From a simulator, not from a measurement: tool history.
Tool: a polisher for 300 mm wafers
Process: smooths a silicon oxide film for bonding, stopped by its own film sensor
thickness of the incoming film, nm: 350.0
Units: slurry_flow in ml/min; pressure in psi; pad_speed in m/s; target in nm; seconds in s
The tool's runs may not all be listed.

run 1 hour=0 | slurry_flow=305 pressure=1.5 pad_speed=0.88 slurry_solids=1 target=281 | seconds=146.39
run 2 hour=5 | slurry_flow=305 pressure=1.7 pad_speed=0.88 slurry_solids=1 target=281 | seconds=130.6
run 3 hour=11.8 | slurry_flow=305 pressure=1.5 pad_speed=0.86 slurry_solids=1 target=281 | seconds=150.93
run 4 hour=17.2 | slurry_flow=305 pressure=1.5 pad_speed=0.86 slurry_solids=1.1 target=281 | seconds=141.08
run 5 hour=24.9 | slurry_flow=305 pressure=1.3 pad_speed=0.84 slurry_solids=1.1 target=281 | seconds=157.5
run 6 hour=33.6 | slurry_flow=305 pressure=1.7 pad_speed=0.84 slurry_solids=1.1 target=281 | seconds=130.81

Run 7 comes next. What will it give?
run 7 hour=36.5 | slurry_flow=305 pressure=1.5 pad_speed=0.8 slurry_solids=1.1 target=281 | seconds=?

Run 7 gave seconds 149.55 s.
